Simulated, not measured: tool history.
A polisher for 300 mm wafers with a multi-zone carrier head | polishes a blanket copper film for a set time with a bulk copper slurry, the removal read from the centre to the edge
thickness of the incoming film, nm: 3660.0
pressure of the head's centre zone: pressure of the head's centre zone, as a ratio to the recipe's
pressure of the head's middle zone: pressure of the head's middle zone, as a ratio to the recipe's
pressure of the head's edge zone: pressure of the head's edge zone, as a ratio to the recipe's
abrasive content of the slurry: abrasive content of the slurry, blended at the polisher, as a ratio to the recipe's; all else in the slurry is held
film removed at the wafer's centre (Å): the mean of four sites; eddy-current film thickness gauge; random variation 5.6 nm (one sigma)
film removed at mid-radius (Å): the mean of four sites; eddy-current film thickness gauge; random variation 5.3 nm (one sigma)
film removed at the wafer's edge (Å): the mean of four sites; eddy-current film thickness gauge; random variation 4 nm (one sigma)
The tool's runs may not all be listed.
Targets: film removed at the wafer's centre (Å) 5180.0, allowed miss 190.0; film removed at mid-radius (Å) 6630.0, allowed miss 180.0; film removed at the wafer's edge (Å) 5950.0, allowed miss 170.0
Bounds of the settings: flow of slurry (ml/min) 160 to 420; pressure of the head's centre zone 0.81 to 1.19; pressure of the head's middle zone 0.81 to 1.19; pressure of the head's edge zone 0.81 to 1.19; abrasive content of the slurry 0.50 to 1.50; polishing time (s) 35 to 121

run    day  flow of slurry (ml/min)  pressure of the head's centre zone  pressure of the head's middle zone  pressure of the head's edge zone  abrasive content of the slurry  polishing time (s)  film removed at the wafer's centre (Å)  film removed at mid-radius (Å)  film removed at the wafer's edge (Å)
  1  0.000                      270                                1.00                                1.00                              1.00                            1.00                  78                                  7195.9                          7157.3                                7040.9
  2  0.379                      265                                0.97                                1.01                              0.99                            0.95                  78                                  6904.3                          7117.1                                6920.5
  3  0.754                      260                                0.95                                1.02                              0.98                            0.90                  78                                  6655.7                          7024.3                                6739.6
  4  1.096                      260                                0.95                                1.02                              0.98                            0.90                  90                                  7762.0                          8182.2                                7879.0
  5  1.346                      260                                0.95                                1.02                              0.98                            1.00                  90                                  7797.0                          8340.5                                8113.1
  6  1.558                      250                                0.93                                1.03                              0.98                            0.95                  88                                  7501.8                          7973.0                                7828.2
  7  1.658                      270                                0.91                                1.04                              0.99                            0.90                  85                                  6969.8                          7759.4                                7478.0
  8  2.029                      275                                0.90                                1.05                              0.99                            0.85                  83                                  6635.6                          7621.9                                7233.4
  9  2.400                      280                                0.89                                1.05                              0.98                            0.80                  82                                  6385.1                          7308.4                                7044.0
 10  2.442                      280                                0.88                                1.06                              0.97                            0.75                  81                                  6345.2                          7245.1                                6865.6
 11  2.488                      280                                0.87                                1.07                              0.97                            0.70                  80                                  5870.9                          7067.3                                6541.0
 12  2.675                      270                                0.86                                1.07                              0.96                            0.70                  80                                  5837.0                          7081.3                                6547.2
 13  2.925                      260                                0.85                                1.07                              0.95                            0.70                  80                                  5771.3                          7172.6                                6517.3
 14  3.229                      230                                0.81                                1.03                              0.88                            0.50                  79                                  5041.5                          6217.6                                5833.4
 15  3.433                      235                                0.81                                1.04                              0.88                            0.50                  79                                  5047.8                          6350.3                                5819.7
 16  3.671                      240                                0.81                                1.04                              0.88                            0.50                  79                                  5013.7                          6213.4                                5779.4
 17  3.867                      240                                0.81                                1.05                              0.89                            0.50                  79                                  4877.3                          6464.0                                5793.4
 18  3.904                      245                                0.81                                1.05                              0.89                            0.50                  79                                  5008.7                          6349.3                                5805.6
 19  4.221                      245                                0.81                                1.05                              0.90                            0.50                  79                                  4921.1                          6370.7                                5891.5

5 next moves are on the table. One of them brings every result within its allowed miss. Which?
  A  4.538                      165                                0.86                                1.15                              0.84                            0.95                  69                                       ?                               ?                                     ?
  B  4.538                      300                                0.81                                1.16                              0.87                            0.60                  72                                       ?                               ?                                     ?
  C  4.538                      290                                0.84                                1.11                              0.94                            0.50                  78                                       ?                               ?                                     ?
  D  4.538                      170                                0.81                                1.03                              0.90                            0.50                  82                                       ?                               ?                                     ?
  E  4.538                      260                                0.84                                0.98                              0.90                            0.50                  80                                       ?                               ?                                     ?

move  film removed at the wafer's centre (Å)  film removed at mid-radius (Å)  film removed at the wafer's edge (Å)
   A                                  5067.2                          6612.5                                5589.3
   B                                  4817.9                          6663.4                                5578.8
   C                                  5171.7                          6677.8                                5967.2
   D                                  4930.3                          6275.4                                5920.9
   E                                  5242.3                          6176.2                                5981.3
A: brings the result that was furthest off to its target, and leaves another outside
B: brings the result that was furthest off to its target, and leaves another outside
C: meets every target
D: further off than the last run
E: further off than the last run
Move C is the one to make.
